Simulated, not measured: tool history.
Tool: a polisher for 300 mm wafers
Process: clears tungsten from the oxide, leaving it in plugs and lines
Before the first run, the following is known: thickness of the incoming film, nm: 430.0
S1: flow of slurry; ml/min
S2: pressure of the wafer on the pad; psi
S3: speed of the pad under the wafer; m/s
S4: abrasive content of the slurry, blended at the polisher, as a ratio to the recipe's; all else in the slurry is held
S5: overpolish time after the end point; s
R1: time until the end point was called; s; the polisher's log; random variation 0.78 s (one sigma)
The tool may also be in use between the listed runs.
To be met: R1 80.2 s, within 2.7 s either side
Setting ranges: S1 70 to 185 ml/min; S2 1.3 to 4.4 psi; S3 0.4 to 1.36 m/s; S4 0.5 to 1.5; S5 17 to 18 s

run 1 hour=0 | S1=120 S2=2.8 S3=0.88 S4=1 S5=17 | R1=133.62
run 2 hour=0.7 | S1=120 S2=2.8 S3=0.68 S4=1 S5=17 | R1=160.27
run 3 hour=3.2 | S1=120 S2=2.8 S3=0.78 S4=1 S5=17 | R1=145.05
run 4 hour=11 | S1=130 S2=3.3 S3=0.78 S4=1 S5=17 | R1=122.7
run 5 hour=15.1 | S1=120 S2=3.3 S3=0.78 S4=1 S5=17 | R1=122.17
run 6 hour=18.8 | S1=120 S2=2.8 S3=0.78 S4=1 S5=17 | R1=145.74
run 7 hour=21.5 | S1=120 S2=3.3 S3=0.8 S4=1 S5=17 | R1=123.61
run 8 hour=25.7 | S1=130 S2=3.6 S3=0.8 S4=1 S5=17 | R1=110.58
run 9 hour=32.9 | S1=130 S2=3.9 S3=0.82 S4=1 S5=17 | R1=101.61
run 10 hour=37.3 | S1=130 S2=3.9 S3=0.82 S4=1 S5=17 | R1=99.978
run 11 hour=40.3 | S1=155 S2=4.4 S3=0.82 S4=1 S5=17 | R1=87.41
run 12 hour=48.9 | S1=155 S2=4.4 S3=0.84 S4=1 S5=17 | R1=85.779

Exactly one of the 5 candidate moves below puts every result within its allowed miss. Which one?
run A hour=57.5 | S1=140 S2=4.4 S3=0.94 S4=0.95 S5=18 | R1=?
run B hour=57.5 | S1=185 S2=4.4 S3=0.76 S4=0.95 S5=17 | R1=?
run C hour=57.5 | S1=140 S2=4.4 S3=0.78 S4=1 S5=17 | R1=?
run D hour=57.5 | S1=150 S2=4.4 S3=0.8 S4=0.9 S5=17 | R1=?
run E hour=57.5 | S1=185 S2=4.3 S3=0.76 S4=1 S5=17 | R1=?

move=A R1=80.752
move=B R1=89.776
move=C R1=90.917
move=D R1=90.576
move=E R1=90.715
A: meets every target
B: misses by more than the last run did
C: misses by more than the last run did
D: misses by more than the last run did
E: misses by more than the last run did
The right move is A.
